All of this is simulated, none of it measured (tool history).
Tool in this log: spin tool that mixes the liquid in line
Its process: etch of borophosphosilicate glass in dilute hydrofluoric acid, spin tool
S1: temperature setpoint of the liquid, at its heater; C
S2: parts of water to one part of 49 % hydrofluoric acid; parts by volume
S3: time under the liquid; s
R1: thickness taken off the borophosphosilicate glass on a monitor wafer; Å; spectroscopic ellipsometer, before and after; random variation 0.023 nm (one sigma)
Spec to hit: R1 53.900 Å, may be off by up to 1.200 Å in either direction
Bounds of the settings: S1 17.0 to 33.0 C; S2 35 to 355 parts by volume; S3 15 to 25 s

{"run": 1, "day": 0.0, "S1": 25.0, "S2": 195, "S3": 25, "R1": 73.851}
{"run": 2, "day": 0.2, "S1": 23.5, "S2": 195, "S3": 25, "R1": 69.877}
{"run": 3, "day": 0.471, "S1": 26.5, "S2": 195, "S3": 25, "R1": 78.499}
{"run": 4, "day": 0.662, "S1": 24.5, "S2": 195, "S3": 25, "R1": 72.307}
{"run": 5, "day": 0.967, "S1": 22.0, "S2": 195, "S3": 25, "R1": 66.013}
{"run": 6, "day": 1.083, "S1": 22.0, "S2": 195, "S3": 15, "R1": 39.576}
{"day": 1.221, "done": "hydrofluoric acid flow meter replaced"}
{"run": 7, "day": 1.221, "S1": 22.5, "S2": 195, "S3": 15, "R1": 36.89}
{"run": 8, "day": 1.308, "S1": 23.0, "S2": 195, "S3": 15, "R1": 38.016}

Below are 4 possible settings for the next run. Only one of them brings all results inside the allowed miss of their targets. Which is it?
{"run": "A", "day": 1.396, "S1": 27.5, "S2": 200, "S3": 20, "R1": "?"}
{"run": "B", "day": 1.396, "S1": 24.5, "S2": 185, "S3": 20, "R1": "?"}
{"run": "C", "day": 1.396, "S1": 20.5, "S2": 205, "S3": 25, "R1": "?"}
{"run": "D", "day": 1.396, "S1": 22.5, "S2": 235, "S3": 25, "R1": "?"}

move=A R1=57.363
move=B R1=56.563
move=C R1=53.738
move=D R1=49.047
A: takes the result that was furthest off past its target
B: takes the result that was furthest off past its target
C: hits every target within its allowed miss
D: nearer than the last run, and not there yet
C meets every target.
